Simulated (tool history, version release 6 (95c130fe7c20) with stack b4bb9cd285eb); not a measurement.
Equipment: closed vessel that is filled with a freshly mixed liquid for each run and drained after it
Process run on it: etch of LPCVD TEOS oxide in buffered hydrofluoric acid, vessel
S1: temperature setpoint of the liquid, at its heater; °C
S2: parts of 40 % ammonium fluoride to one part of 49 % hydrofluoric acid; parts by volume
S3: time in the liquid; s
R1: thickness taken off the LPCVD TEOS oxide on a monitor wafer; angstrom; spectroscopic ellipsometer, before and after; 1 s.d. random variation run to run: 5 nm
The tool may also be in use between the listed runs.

run,hour,S1,S2,S3,R1
1,0,23,14.5,85,2126.6
2,4.4,25.5,11.5,85,3086.7
3,12.9,22,11.5,85,2533
4,21.8,23.5,11.5,85,2756.6
5,26.8,23.5,7.5,85,4189.2
6,31.4,23.5,6,85,5064.4
7,34,24.5,6,85,5352.1

What does the tool deliver on the next run?
8,41.5,25.5,6,85,?

R1: 5647.8 angstrom
